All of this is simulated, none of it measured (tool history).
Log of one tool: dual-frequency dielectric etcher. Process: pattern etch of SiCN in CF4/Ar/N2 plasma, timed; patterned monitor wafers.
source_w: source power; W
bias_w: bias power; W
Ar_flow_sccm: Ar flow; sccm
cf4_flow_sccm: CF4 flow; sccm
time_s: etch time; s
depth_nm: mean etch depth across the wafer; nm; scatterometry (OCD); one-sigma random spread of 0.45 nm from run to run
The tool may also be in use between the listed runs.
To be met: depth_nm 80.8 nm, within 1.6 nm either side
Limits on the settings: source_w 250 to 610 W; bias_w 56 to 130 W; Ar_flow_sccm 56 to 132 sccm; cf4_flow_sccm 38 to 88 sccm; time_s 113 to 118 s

{"run": 1, "hour": 0.0, "source_w": 430, "bias_w": 93, "Ar_flow_sccm": 94, "cf4_flow_sccm": 63, "time_s": 113, "depth_nm": 102.04}
{"run": 2, "hour": 3.7, "source_w": 410, "bias_w": 93, "Ar_flow_sccm": 94, "cf4_flow_sccm": 63, "time_s": 113, "depth_nm": 97.623}
{"run": 3, "hour": 9.8, "source_w": 450, "bias_w": 93, "Ar_flow_sccm": 94, "cf4_flow_sccm": 63, "time_s": 113, "depth_nm": 105.85}
{"run": 4, "hour": 16.2, "source_w": 450, "bias_w": 93, "Ar_flow_sccm": 94, "cf4_flow_sccm": 63, "time_s": 118, "depth_nm": 110.37}
{"run": 5, "hour": 24.1, "source_w": 380, "bias_w": 93, "Ar_flow_sccm": 94, "cf4_flow_sccm": 63, "time_s": 118, "depth_nm": 95.145}
{"run": 6, "hour": 25.2, "source_w": 380, "bias_w": 81, "Ar_flow_sccm": 94, "cf4_flow_sccm": 63, "time_s": 118, "depth_nm": 91.407}
{"run": 7, "hour": 30.6, "source_w": 370, "bias_w": 81, "Ar_flow_sccm": 94, "cf4_flow_sccm": 63, "time_s": 118, "depth_nm": 88.693}
{"run": 8, "hour": 33.9, "source_w": 360, "bias_w": 81, "Ar_flow_sccm": 94, "cf4_flow_sccm": 63, "time_s": 118, "depth_nm": 85.455}
{"run": 9, "hour": 35.9, "source_w": 350, "bias_w": 81, "Ar_flow_sccm": 94, "cf4_flow_sccm": 63, "time_s": 118, "depth_nm": 83.916}

Of the 5 settings listed for the next run, only one would bring every result within its allowed miss of target. Which one?
{"run": "A", "hour": 37.9, "source_w": 350, "bias_w": 82, "Ar_flow_sccm": 94, "cf4_flow_sccm": 65, "time_s": 118, "depth_nm": "?"}
{"run": "B", "hour": 37.9, "source_w": 330, "bias_w": 95, "Ar_flow_sccm": 89, "cf4_flow_sccm": 59, "time_s": 113, "depth_nm": "?"}
{"run": "C", "hour": 37.9, "source_w": 350, "bias_w": 86, "Ar_flow_sccm": 85, "cf4_flow_sccm": 60, "time_s": 118, "depth_nm": "?"}
{"run": "D", "hour": 37.9, "source_w": 380, "bias_w": 69, "Ar_flow_sccm": 94, "cf4_flow_sccm": 65, "time_s": 118, "depth_nm": "?"}
{"run": "E", "hour": 37.9, "source_w": 370, "bias_w": 79, "Ar_flow_sccm": 89, "cf4_flow_sccm": 63, "time_s": 118, "depth_nm": "?"}

move=A depth_nm=85.093
move=B depth_nm=81.531
move=C depth_nm=86.966
move=D depth_nm=85.717
move=E depth_nm=88.391
A: misses by more than the last run did
B: all results in spec
C: misses by more than the last run did
D: misses by more than the last run did
E: misses by more than the last run did
Move B is the one to make.

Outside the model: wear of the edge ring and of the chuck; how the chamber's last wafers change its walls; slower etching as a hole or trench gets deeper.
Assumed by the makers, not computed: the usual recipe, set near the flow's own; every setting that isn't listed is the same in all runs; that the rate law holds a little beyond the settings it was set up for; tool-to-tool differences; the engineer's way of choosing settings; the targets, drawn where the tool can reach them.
